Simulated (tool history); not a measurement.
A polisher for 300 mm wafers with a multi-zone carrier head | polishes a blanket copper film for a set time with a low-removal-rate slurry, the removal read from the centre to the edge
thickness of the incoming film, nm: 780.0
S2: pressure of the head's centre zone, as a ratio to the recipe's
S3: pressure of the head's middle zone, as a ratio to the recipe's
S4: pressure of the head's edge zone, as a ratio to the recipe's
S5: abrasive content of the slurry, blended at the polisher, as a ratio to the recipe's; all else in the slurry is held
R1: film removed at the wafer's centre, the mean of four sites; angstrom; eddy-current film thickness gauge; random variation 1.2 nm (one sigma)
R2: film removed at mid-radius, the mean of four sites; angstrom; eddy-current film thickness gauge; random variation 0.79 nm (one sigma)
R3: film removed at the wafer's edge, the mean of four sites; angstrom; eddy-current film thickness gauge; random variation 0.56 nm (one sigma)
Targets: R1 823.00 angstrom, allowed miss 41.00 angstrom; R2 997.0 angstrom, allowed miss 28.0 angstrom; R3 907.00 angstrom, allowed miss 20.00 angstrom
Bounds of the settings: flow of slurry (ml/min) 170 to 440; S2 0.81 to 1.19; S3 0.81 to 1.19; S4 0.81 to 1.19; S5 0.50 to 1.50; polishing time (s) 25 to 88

Run 1, hour 0.0: flow of slurry (ml/min) 280, S2 1.00, S3 1.00, S4 1.00, S5 1.00, polishing time (s) 56. Result: R1 1286.90 angstrom, R2 1262.5 angstrom, R3 1279.10 angstrom.
Run 2, hour 7.0: flow of slurry (ml/min) 280, S2 1.09, S3 1.00, S4 1.00, S5 1.00, polishing time (s) 56. Result: R1 1423.00 angstrom, R2 1252.4 angstrom, R3 1301.90 angstrom.
Run 3, hour 12.3: flow of slurry (ml/min) 215, S2 1.09, S3 1.00, S4 1.00, S5 1.00, polishing time (s) 56. Result: R1 1309.70 angstrom, R2 1219.0 angstrom, R3 1258.70 angstrom.
Run 4, hour 16.6: flow of slurry (ml/min) 205, S2 1.04, S3 1.00, S4 0.97, S5 0.90, polishing time (s) 55. Result: R1 1213.30 angstrom, R2 1148.2 angstrom, R3 1183.90 angstrom.
Run 5, hour 19.6: flow of slurry (ml/min) 205, S2 1.04, S3 0.95, S4 0.97, S5 0.90, polishing time (s) 55. Result: R1 1179.50 angstrom, R2 1098.6 angstrom, R3 1188.90 angstrom.
Run 6, hour 28.5: flow of slurry (ml/min) 195, S2 0.99, S3 0.98, S4 0.95, S5 0.80, polishing time (s) 54. Result: R1 1099.60 angstrom, R2 1073.9 angstrom, R3 1115.50 angstrom.
Run 7, hour 35.5: flow of slurry (ml/min) 190, S2 0.95, S3 1.01, S4 0.94, S5 0.75, polishing time (s) 53. Result: R1 1015.50 angstrom, R2 1059.4 angstrom, R3 1067.20 angstrom.
Run 8, hour 39.8: flow of slurry (ml/min) 190, S2 0.92, S3 1.03, S4 0.92, S5 0.70, polishing time (s) 53. Result: R1 968.03 angstrom, R2 1061.3 angstrom, R3 1026.70 angstrom.
Run 9, hour 40.7: flow of slurry (ml/min) 190, S2 0.90, S3 1.03, S4 0.90, S5 0.65, polishing time (s) 53. Result: R1 933.64 angstrom, R2 1023.0 angstrom, R3 999.09 angstrom.

4 next moves are on the table. One of them brings every result within its allowed miss. Which?
Run A, hour 41.6: flow of slurry (ml/min) 225, S2 0.93, S3 0.93, S4 0.93, S5 0.60, polishing time (s) 60. Result: R1 ?, R2 ?, R3 ?.
Run B, hour 41.6: flow of slurry (ml/min) 185, S2 0.88, S3 0.94, S4 0.97, S5 0.65, polishing time (s) 58. Result: R1 ?, R2 ?, R3 ?.
Run C, hour 41.6: flow of slurry (ml/min) 180, S2 0.90, S3 1.12, S4 0.92, S5 0.60, polishing time (s) 49. Result: R1 ?, R2 ?, R3 ?.
Run D, hour 41.6: flow of slurry (ml/min) 170, S2 0.82, S3 1.04, S4 0.93, S5 0.75, polishing time (s) 53. Result: R1 ?, R2 ?, R3 ?.

move       R1      R2       R3
   A  1085.30  1077.5  1135.90
   B   986.94  1048.4  1124.30
   C   830.96  1000.2   900.75
   D   862.70  1072.8  1037.50
A: further off than the last run
B: further off than the last run
C: meets every target
D: further off than the last run
Answer: C
